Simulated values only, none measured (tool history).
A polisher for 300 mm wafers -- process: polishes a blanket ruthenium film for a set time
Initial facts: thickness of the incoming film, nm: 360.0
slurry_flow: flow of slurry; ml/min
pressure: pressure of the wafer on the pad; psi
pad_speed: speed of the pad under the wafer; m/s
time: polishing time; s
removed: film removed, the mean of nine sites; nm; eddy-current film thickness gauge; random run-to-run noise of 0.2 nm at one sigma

| run | hour | slurry_flow | pressure | pad_speed | time | removed |
|---|---|---|---|---|---|---|
| 1 | 0.0 | 135 | 1.7 | 1.04 | 47 | 46.177 |
| 2 | 0.7 | 135 | 1.7 | 1.30 | 47 | 56.913 |
| 3 | 9.6 | 130 | 1.6 | 1.28 | 47 | 52.591 |
| 4 | 16.0 | 125 | 1.5 | 1.26 | 47 | 50.076 |
| 5 | 19.0 | 125 | 1.5 | 1.26 | 49 | 51.199 |
| 6 | 26.4 | 125 | 1.4 | 1.24 | 49 | 49.194 |
| 7 | 27.5 | 125 | 1.3 | 1.20 | 49 | 43.993 |

What does the tool deliver on the next run?
| 8 | 32.4 | 125 | 1.2 | 1.18 | 49 | ? |

{"run 8": {"removed": 41.41}}

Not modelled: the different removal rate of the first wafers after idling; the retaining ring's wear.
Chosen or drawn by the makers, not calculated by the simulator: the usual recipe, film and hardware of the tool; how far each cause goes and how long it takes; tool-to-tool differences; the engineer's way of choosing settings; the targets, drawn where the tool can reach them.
